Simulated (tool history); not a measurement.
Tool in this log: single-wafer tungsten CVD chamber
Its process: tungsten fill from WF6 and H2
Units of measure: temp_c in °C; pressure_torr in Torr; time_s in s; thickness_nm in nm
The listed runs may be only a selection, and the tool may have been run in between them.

run	day	temp_c	pressure_torr	time_s	thickness_nm
1	0	380	31.8	25.6	54.232
2	0.225	374	31.8	25.6	48.408
3	0.596	379	32	25.6	52.919
4	0.858	379	32	25.6	53.338
5	1.058	379	30	25.6	52.143
6	1.092	386	30	25.6	58.956

Expected results for the next run?
7	1.354	388	30.1	25.6	?

For run 7 the tool returned thickness_nm 61.089 nm.
